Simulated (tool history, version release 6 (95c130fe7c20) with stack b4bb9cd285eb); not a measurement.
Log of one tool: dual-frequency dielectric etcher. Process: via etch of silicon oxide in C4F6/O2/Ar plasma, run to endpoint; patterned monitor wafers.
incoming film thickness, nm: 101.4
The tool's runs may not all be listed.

run 1 day=0 | bias_power_(kW)=0.589 source_power_(kW)=0.44 Ar_flow_(sccm)=310 | endpoint_time_(s)=19.534
run 2 day=0.075 | bias_power_(kW)=0.589 source_power_(kW)=0.49 Ar_flow_(sccm)=310 | endpoint_time_(s)=19.361
run 3 day=0.121 | bias_power_(kW)=0.637 source_power_(kW)=0.49 Ar_flow_(sccm)=310 | endpoint_time_(s)=18.159
run 4 day=0.421 | bias_power_(kW)=0.637 source_power_(kW)=0.49 Ar_flow_(sccm)=343 | endpoint_time_(s)=18.63
run 5 day=0.479 | bias_power_(kW)=0.648 source_power_(kW)=0.49 Ar_flow_(sccm)=342 | endpoint_time_(s)=18.505
run 6 day=0.6 | bias_power_(kW)=0.659 source_power_(kW)=0.49 Ar_flow_(sccm)=341 | endpoint_time_(s)=18.27
run 7 day=0.75 | bias_power_(kW)=0.668 source_power_(kW)=0.49 Ar_flow_(sccm)=340 | endpoint_time_(s)=18.268

Run 8 comes next. What will it give?
run 8 day=0.825 | bias_power_(kW)=0.678 source_power_(kW)=0.49 Ar_flow_(sccm)=339 | endpoint_time_(s)=?

{"run 8": {"endpoint time (s)": 18.082}}
